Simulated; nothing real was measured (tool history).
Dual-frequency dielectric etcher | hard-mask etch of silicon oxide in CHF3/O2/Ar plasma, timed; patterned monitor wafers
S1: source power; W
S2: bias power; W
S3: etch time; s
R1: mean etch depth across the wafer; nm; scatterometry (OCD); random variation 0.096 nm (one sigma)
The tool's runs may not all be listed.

run  hour   S1   S2    S3      R1
  1     0  480  169  20.5  32.595
  2   7.3  480  185  20.5  33.578
  3    14  430  171  20.5  31.553
  4  18.3  370  171  20.5  30.099
  5    20  440  171  20.5  31.773
  6  23.3  440  198  20.5  34.164
  7  28.9  410  181  20.5  31.718
  8  34.6  410  181  20.5  31.712
  9  40.5  380  170  20.5  30.323

Run 10 comes next. What will it give?
 10  48.9  360  161  20.5   ?

R1: 28.97 nm

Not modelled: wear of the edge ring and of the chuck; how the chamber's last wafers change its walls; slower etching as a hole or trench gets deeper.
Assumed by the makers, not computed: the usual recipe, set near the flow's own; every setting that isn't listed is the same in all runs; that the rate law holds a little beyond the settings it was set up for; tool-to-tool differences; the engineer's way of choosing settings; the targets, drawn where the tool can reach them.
